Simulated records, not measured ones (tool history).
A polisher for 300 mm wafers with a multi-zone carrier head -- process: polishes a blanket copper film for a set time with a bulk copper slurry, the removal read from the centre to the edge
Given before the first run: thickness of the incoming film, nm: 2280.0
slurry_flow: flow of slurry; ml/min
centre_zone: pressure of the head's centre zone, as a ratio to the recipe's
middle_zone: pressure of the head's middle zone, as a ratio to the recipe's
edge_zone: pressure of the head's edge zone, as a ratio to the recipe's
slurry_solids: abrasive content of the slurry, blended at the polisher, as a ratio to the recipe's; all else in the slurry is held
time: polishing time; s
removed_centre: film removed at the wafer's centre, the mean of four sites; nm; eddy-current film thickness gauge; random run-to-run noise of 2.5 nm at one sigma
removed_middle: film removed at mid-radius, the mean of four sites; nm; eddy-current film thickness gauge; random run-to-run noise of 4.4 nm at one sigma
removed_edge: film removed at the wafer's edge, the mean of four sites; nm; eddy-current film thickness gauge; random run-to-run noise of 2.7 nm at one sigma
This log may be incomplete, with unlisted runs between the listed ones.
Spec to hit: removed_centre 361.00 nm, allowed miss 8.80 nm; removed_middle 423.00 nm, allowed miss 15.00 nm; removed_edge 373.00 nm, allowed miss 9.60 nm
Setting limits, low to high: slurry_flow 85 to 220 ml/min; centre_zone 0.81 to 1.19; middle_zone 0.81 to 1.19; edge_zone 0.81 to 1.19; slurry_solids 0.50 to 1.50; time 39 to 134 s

run  hour  slurry_flow  centre_zone  middle_zone  edge_zone  slurry_solids  time  removed_centre  removed_middle  removed_edge
  1   0.0          140         1.00         1.00       1.00           1.00    86          714.42          729.82        695.31
  2   4.1          160         1.00         1.00       1.00           1.00    86          735.00          734.89        715.70
  3  10.2          150         0.98         1.00       0.98           0.95    81          662.09          677.85        651.20
  4  16.9          150         0.98         1.00       1.05           0.95    81          668.02          677.06        668.61
  5  19.7          150         0.98         1.00       1.05           0.85    81          645.25          660.49        650.81
  6  26.8          150         0.98         0.93       1.05           0.85    81          649.14          634.41        649.87
  7  33.0          145         0.97         0.94       1.02           0.80    77          600.80          592.55        606.63
  8  41.3          140         0.96         0.97       1.00           0.75    73          554.89          563.18        566.50
  9  49.5          135         0.96         1.00       0.98           0.70    69          514.05          541.02        515.26
 10  53.4          130         0.95         1.00       0.96           0.65    67          483.72          510.89        493.59
 11  59.5          125         0.94         1.01       0.94           0.65    65          462.71          500.56        473.73
 12  65.8          120         0.93         1.02       0.92           0.65    63          437.95          490.11        450.27
 13  70.3          115         0.93         1.02       0.91           0.65    62          429.19          479.29        440.05
 14  71.0          110         0.93         1.02       0.90           0.65    61          420.19          453.86        426.79
 15  77.0          105         0.92         1.03       0.89           0.65    61          412.55          467.31        422.56
 16  80.2          105         0.92         1.03       0.88           0.65    61          414.47          471.78        418.35
 17  86.9           95         0.86         0.99       0.81           0.50    57          339.61          393.80        361.08

Consider the 4 candidate settings below. Which is the only one whose results all fall within their allowed miss of target?
  A  93.6          145         0.87         1.02       0.82           0.50    55               ?               ?             ?
  B  93.6           90         0.86         0.99       0.81           0.50    55               ?               ?             ?
  C  93.6           90         0.85         1.03       0.82           0.55    55               ?               ?             ?
  D  93.6          100         0.88         0.87       0.90           0.50    57               ?               ?             ?

move  removed_centre  removed_middle  removed_edge
   A          360.83          421.43        364.51
   B          323.68          377.93        342.15
   C          324.42          395.64        348.35
   D          351.17          360.73        375.15
A: every result lands within tolerance
B: the biggest miss grows against the last run
C: the biggest miss grows against the last run
D: the biggest miss grows against the last run
Go with A: it meets all targets.
